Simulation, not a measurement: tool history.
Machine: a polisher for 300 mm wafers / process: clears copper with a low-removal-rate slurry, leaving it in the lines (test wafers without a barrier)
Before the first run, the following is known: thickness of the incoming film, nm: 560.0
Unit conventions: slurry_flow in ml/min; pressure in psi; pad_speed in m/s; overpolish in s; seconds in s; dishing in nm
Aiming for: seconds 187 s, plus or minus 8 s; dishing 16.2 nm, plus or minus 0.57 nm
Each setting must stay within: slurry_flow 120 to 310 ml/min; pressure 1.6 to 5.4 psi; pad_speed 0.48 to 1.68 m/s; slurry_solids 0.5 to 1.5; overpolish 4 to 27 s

run	day	slurry_flow	pressure	pad_speed	slurry_solids	overpolish	seconds	dishing
1	0	200	3.5	1.08	1	14	145.2	38.119
2	0.146	205	3.4	1.08	1	13	150.03	34.148
3	0.525	205	3.8	1.08	1	13	131.48	38.682
4	0.729	210	3.6	1.08	1	12	140.41	34.053
5	1.088	210	3.2	1.08	1	12	160.71	30.811
6	1.408	210	3.2	1.08	1.2	12	154.15	31.758
7	1.562	210	3.1	1.08	1.2	11	160.42	28.55
8	1.821	215	3	1.08	1.2	10	161.94	25.73
9	1.979	220	2.9	1.08	1.2	9	167.65	22.737
10	2.067	235	2.4	1.1	1.2	5	193.71	11.28
11	2.133	220	2.4	1.1	1.2	5	197.75	11.357
12	2.233	215	2.5	1.08	1.25	5	192.86	11.441
13	2.512	215	2.5	1.08	1.25	5	193.27	11.455
14	2.788	220	2.5	1.08	1.3	5	184.71	11.446
15	2.879	225	2.5	1.08	1.25	5	191.8	11.274
16	3.125	220	2.5	1.08	1.25	5	191.06	11.247
17	3.321	215	2.5	1.08	1.25	5	188.46	11.325
18	3.658	215	2.5	1.08	1.25	5	187.96	11.364
# day 3.696: slurry nozzle cleaned
19	3.696	225	2.5	1.08	1.25	5	180.46	12.255

Pick the move, out of 5, that brings all results within their allowed miss; only one does.
A	3.733	230	2.3	1.12	1.35	7	?	?
B	3.733	235	2.1	1.02	1.3	9	?	?
C	3.733	260	1.9	1.4	1.3	8	?	?
D	3.733	195	2.3	0.94	1.3	8	?	?
E	3.733	280	2.5	1	1.2	9	?	?

move	seconds	dishing
A	181.39	16.256
B	212.28	17.694
C	184.18	18.04
D	210.56	16.021
E	182.06	20.48
A: in spec on every target
B: the result that was furthest off in the last run now lies on the other side of its target
C: the result that was furthest off in the last run now lies on the other side of its target
D: the furthest-off result lands on target, but another misses its tolerance
E: the result that was furthest off in the last run now lies on the other side of its target
Go with A: it meets all targets.
